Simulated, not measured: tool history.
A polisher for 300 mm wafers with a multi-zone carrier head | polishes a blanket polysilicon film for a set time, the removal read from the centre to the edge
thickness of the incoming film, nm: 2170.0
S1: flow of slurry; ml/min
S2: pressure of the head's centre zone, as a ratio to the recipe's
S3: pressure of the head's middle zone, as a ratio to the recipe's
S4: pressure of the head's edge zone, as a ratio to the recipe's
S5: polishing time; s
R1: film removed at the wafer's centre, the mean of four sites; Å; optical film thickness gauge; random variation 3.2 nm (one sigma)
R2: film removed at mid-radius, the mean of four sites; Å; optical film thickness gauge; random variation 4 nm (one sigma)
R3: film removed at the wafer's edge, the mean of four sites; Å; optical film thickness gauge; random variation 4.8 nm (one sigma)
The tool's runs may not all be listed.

run 1 hour=0.0 | S1=265 S2=1.00 S3=1.00 S4=1.00 S5=77 | R1=3506.5 R2=3778.0 R3=3791.7
run 2 hour=6.1 | S1=265 S2=1.00 S3=1.00 S4=1.00 S5=84 | R1=3820.8 R2=4162.1 R3=4212.8
run 3 hour=13.8 | S1=280 S2=1.00 S3=1.02 S4=0.99 S5=84 | R1=3839.9 R2=4298.0 R3=4174.5
run 4 hour=16.3 | S1=225 S2=1.00 S3=1.02 S4=0.99 S5=84 | R1=3725.6 R2=4190.7 R3=4130.1
run 5 hour=21.8 | S1=240 S2=1.00 S3=1.04 S4=0.99 S5=84 | R1=3735.3 R2=4292.2 R3=4085.5
run 6 hour=24.9 | S1=240 S2=1.00 S3=1.11 S4=0.99 S5=84 | R1=3855.2 R2=4525.3 R3=4152.6

Run 7 comes next. What will it give?
run 7 hour=26.8 | S1=280 S2=1.00 S3=1.16 S4=0.99 S5=84 | R1=? R2=? R3=?

{"run 7": {"R1": 3884.1, "R2": 4839.8, "R3": 4130.1}}

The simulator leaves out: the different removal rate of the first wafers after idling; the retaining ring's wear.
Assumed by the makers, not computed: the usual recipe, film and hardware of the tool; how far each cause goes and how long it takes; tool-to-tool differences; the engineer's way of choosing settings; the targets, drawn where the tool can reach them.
